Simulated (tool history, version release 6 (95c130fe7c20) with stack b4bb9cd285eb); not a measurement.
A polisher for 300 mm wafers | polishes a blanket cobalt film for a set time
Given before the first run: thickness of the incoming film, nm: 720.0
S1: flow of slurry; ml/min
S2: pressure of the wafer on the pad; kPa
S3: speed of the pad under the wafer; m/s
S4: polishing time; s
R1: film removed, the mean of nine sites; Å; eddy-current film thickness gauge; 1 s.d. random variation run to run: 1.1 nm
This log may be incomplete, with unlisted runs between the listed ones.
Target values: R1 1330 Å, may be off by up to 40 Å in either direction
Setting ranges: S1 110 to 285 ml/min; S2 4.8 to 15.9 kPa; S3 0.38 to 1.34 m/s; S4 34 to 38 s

run 1 hour=0 | S1=180 S2=10.3 S3=0.86 S4=38 | R1=1046.2
run 2 hour=2.6 | S1=180 S2=9.7 S3=0.86 S4=38 | R1=976.76
run 3 hour=5.9 | S1=225 S2=9.7 S3=0.86 S4=38 | R1=993.25
run 4 hour=11.3 | S1=225 S2=9.7 S3=0.86 S4=34 | R1=885.19
run 5 hour=15.8 | S1=225 S2=9.7 S3=0.76 S4=34 | R1=783.36
run 6 hour=17.4 | S1=225 S2=11 S3=0.76 S4=34 | R1=885.14
run 7 hour=22.7 | S1=225 S2=11.7 S3=0.76 S4=34 | R1=937.55
run 8 hour=27.4 | S1=225 S2=12.4 S3=0.76 S4=34 | R1=978.1
run 9 hour=35.9 | S1=225 S2=12.4 S3=0.76 S4=34 | R1=991.13
run 10 hour=42.6 | S1=225 S2=13.1 S3=0.76 S4=34 | R1=1029.4
run 11 hour=50.6 | S1=225 S2=13.8 S3=0.78 S4=34 | R1=1109

5 next moves are on the table. One of them brings every result within its allowed miss. Which?
run A hour=58.6 | S1=150 S2=12.4 S3=1.06 S4=37 | R1=?
run B hour=58.6 | S1=240 S2=12.4 S3=0.96 S4=38 | R1=?
run C hour=58.6 | S1=230 S2=14.5 S3=0.9 S4=34 | R1=?
run D hour=58.6 | S1=220 S2=14.5 S3=0.96 S4=34 | R1=?
run E hour=58.6 | S1=235 S2=15.2 S3=0.9 S4=36 | R1=?

move=A R1=1388.7
move=B R1=1380.5
move=C R1=1329.5
move=D R1=1408.3
move=E R1=1473
A: takes the biggest miss from the last run beyond its target
B: takes the biggest miss from the last run beyond its target
C: all results land within tolerance of their targets
D: takes the biggest miss from the last run beyond its target
E: takes the biggest miss from the last run beyond its target
The move that meets every target is C.
